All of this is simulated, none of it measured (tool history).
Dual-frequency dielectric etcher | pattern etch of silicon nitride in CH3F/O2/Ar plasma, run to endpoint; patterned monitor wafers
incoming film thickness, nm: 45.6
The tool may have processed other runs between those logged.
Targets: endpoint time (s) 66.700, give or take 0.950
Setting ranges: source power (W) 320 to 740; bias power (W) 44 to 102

run,hour,source power (W),bias power (W),endpoint time (s)
1,0.0,530,73,61.833
2,1.7,530,85,58.940
3,8.4,530,90,58.156
4,10.9,530,79,60.129
5,16.8,580,79,57.630
6,19.4,540,79,59.616
7,25.5,520,79,61.261
8,29.8,510,79,61.897
9,31.4,500,79,62.957

Exactly one of the 4 candidate moves below puts every result within its allowed miss. Which one?
A,33.0,540,85,?
B,33.0,470,76,?
C,33.0,570,86,?
D,33.0,560,81,?

move,endpoint time (s)
A,58.701
B,66.457
C,56.636
D,58.369
A: its largest miss is bigger than the last run's
B: every result lands within tolerance
C: its largest miss is bigger than the last run's
D: its largest miss is bigger than the last run's
Answer: B
